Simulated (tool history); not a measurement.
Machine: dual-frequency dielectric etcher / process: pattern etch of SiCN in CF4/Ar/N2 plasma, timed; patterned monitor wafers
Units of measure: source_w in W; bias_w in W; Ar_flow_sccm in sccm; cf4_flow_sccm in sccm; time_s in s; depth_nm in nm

{"run": 1, "hour": 0.0, "source_w": 320, "bias_w": 92, "Ar_flow_sccm": 98, "cf4_flow_sccm": 49, "time_s": 118, "depth_nm": 85.636}
{"run": 2, "hour": 2.2, "source_w": 320, "bias_w": 92, "Ar_flow_sccm": 98, "cf4_flow_sccm": 43, "time_s": 118, "depth_nm": 84.566}
{"run": 3, "hour": 5.6, "source_w": 320, "bias_w": 92, "Ar_flow_sccm": 98, "cf4_flow_sccm": 43, "time_s": 123, "depth_nm": 88.42}
{"run": 4, "hour": 13.5, "source_w": 320, "bias_w": 92, "Ar_flow_sccm": 98, "cf4_flow_sccm": 43, "time_s": 118, "depth_nm": 84.392}
{"run": 5, "hour": 15.4, "source_w": 330, "bias_w": 93, "Ar_flow_sccm": 98, "cf4_flow_sccm": 43, "time_s": 118, "depth_nm": 87.66}
{"run": 6, "hour": 16.9, "source_w": 340, "bias_w": 93, "Ar_flow_sccm": 98, "cf4_flow_sccm": 43, "time_s": 118, "depth_nm": 90.498}
{"run": 7, "hour": 23.4, "source_w": 350, "bias_w": 93, "Ar_flow_sccm": 98, "cf4_flow_sccm": 43, "time_s": 118, "depth_nm": 93.013}
{"run": 8, "hour": 29.5, "source_w": 360, "bias_w": 93, "Ar_flow_sccm": 98, "cf4_flow_sccm": 43, "time_s": 118, "depth_nm": 95.525}
{"run": 9, "hour": 37.9, "source_w": 370, "bias_w": 93, "Ar_flow_sccm": 98, "cf4_flow_sccm": 43, "time_s": 118, "depth_nm": 98.075}

Expected results for the next run?
{"run": 10, "hour": 40.3, "source_w": 380, "bias_w": 93, "Ar_flow_sccm": 98, "cf4_flow_sccm": 43, "time_s": 118, "depth_nm": "?"}

{"run 10": {"depth_nm": 101.06}}
